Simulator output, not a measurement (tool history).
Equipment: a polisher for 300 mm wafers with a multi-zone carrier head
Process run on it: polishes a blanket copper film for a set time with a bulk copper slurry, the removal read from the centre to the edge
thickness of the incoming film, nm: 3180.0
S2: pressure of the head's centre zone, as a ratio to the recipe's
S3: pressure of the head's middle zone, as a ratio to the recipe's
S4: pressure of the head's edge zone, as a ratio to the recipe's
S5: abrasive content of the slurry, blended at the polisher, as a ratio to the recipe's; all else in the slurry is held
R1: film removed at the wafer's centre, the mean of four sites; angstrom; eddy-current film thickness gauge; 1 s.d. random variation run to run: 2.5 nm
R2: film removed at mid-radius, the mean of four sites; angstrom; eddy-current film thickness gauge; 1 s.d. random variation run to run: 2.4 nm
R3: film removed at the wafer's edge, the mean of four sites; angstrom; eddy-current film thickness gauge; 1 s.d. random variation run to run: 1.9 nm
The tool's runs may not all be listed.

Run 1, hour 0: flow of slurry (ml/min) 150, S2 1, S3 1, S4 1, S5 1, polishing time (s) 56. Result: R1 3236.6 angstrom, R2 3326.3 angstrom, R3 3157.6 angstrom.
Run 2, hour 5.3: flow of slurry (ml/min) 145, S2 1, S3 0.98, S4 0.99, S5 0.95, polishing time (s) 54. Result: R1 3146.9 angstrom, R2 3218.9 angstrom, R3 2982 angstrom.
Run 3, hour 10: flow of slurry (ml/min) 145, S2 1, S3 0.92, S4 0.99, S5 0.95, polishing time (s) 54. Result: R1 3179 angstrom, R2 3003 angstrom, R3 2953.9 angstrom.
Run 4, hour 12.1: flow of slurry (ml/min) 120, S2 1, S3 0.92, S4 0.99, S5 0.95, polishing time (s) 54. Result: R1 3051.4 angstrom, R2 2957.4 angstrom, R3 2889.1 angstrom.
Run 5, hour 16.5: flow of slurry (ml/min) 155, S2 1, S3 0.92, S4 0.99, S5 0.95, polishing time (s) 54. Result: R1 3181.9 angstrom, R2 3102.3 angstrom, R3 3050.3 angstrom.
Run 6, hour 21.7: flow of slurry (ml/min) 150, S2 1, S3 0.91, S4 0.99, S5 0.9, polishing time (s) 52. Result: R1 3070.2 angstrom, R2 2870.9 angstrom, R3 2859.5 angstrom.
Run 7, hour 29.8: flow of slurry (ml/min) 145, S2 0.99, S3 0.9, S4 0.99, S5 0.85, polishing time (s) 50. Result: R1 2843.9 angstrom, R2 2698.1 angstrom, R3 2762.8 angstrom.

Run 8, settings as shown, results not yet in. Your forecast:
At hour 36: edge zone pressure recalibrated.
Run 8, hour 36: flow of slurry (ml/min) 140, S2 0.99, S3 0.9, S4 0.98, S5 0.8, polishing time (s) 49. Result: R1 ?, R2 ?, R3 ?.

Run 8 measured R1 2716.1 angstrom, R2 2661.9 angstrom, R3 2782.6 angstrom.
